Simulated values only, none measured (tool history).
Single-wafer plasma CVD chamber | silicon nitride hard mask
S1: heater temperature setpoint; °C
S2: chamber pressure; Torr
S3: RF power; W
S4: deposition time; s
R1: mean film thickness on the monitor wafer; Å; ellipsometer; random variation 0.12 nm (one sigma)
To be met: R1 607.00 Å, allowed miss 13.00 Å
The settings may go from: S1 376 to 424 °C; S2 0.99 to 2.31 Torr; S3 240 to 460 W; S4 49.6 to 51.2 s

Run 1, hour 0.0: S1 400 °C, S2 1.65 Torr, S3 350 W, S4 49.6 s. Result: R1 660.61 Å.
Run 2, hour 1.1: S1 400 °C, S2 1.65 Torr, S3 380 W, S4 49.6 s. Result: R1 708.65 Å.
Run 3, hour 4.8: S1 400 °C, S2 1.65 Torr, S3 420 W, S4 49.6 s. Result: R1 760.96 Å.
Run 4, hour 13.8: S1 400 °C, S2 1.65 Torr, S3 420 W, S4 51.2 s. Result: R1 784.58 Å.
Run 5, hour 18.9: S1 400 °C, S2 1.58 Torr, S3 405 W, S4 51.1 s. Result: R1 753.81 Å.
Run 6, hour 21.7: S1 400 °C, S2 1.70 Torr, S3 405 W, S4 51.1 s. Result: R1 771.76 Å.
Run 7, hour 23.0: S1 400 °C, S2 1.62 Torr, S3 395 W, S4 51.0 s. Result: R1 744.81 Å.
Run 8, hour 30.2: S1 400 °C, S2 1.55 Torr, S3 385 W, S4 50.9 s. Result: R1 718.77 Å.
Run 9, hour 31.0: S1 400 °C, S2 1.22 Torr, S3 330 W, S4 50.4 s. Result: R1 585.84 Å.
Run 10, hour 37.9: S1 400 °C, S2 1.24 Torr, S3 330 W, S4 50.4 s. Result: R1 590.34 Å.
Run 11, hour 46.8: S1 400 °C, S2 1.25 Torr, S3 330 W, S4 50.4 s. Result: R1 591.70 Å.
Run 12, hour 47.9: S1 400 °C, S2 1.26 Torr, S3 330 W, S4 50.4 s. Result: R1 590.59 Å.
Run 13, hour 54.7: S1 400 °C, S2 1.27 Torr, S3 330 W, S4 50.4 s. Result: R1 593.77 Å.

4 next moves are on the table. One of them brings every result within its allowed miss. Which?
Run A, hour 61.5: S1 394 °C, S2 1.39 Torr, S3 310 W, S4 49.6 s. Result: R1 ?.
Run B, hour 61.5: S1 387 °C, S2 1.30 Torr, S3 305 W, S4 50.6 s. Result: R1 ?.
Run C, hour 61.5: S1 401 °C, S2 1.39 Torr, S3 320 W, S4 51.2 s. Result: R1 ?.
Run D, hour 61.5: S1 402 °C, S2 1.27 Torr, S3 315 W, S4 51.2 s. Result: R1 ?.

move      R1
   A  567.08
   B  560.39
   C  600.99
   D  577.17
A: further off than the last run
B: further off than the last run
C: meets every target
D: further off than the last run
The right move is C.
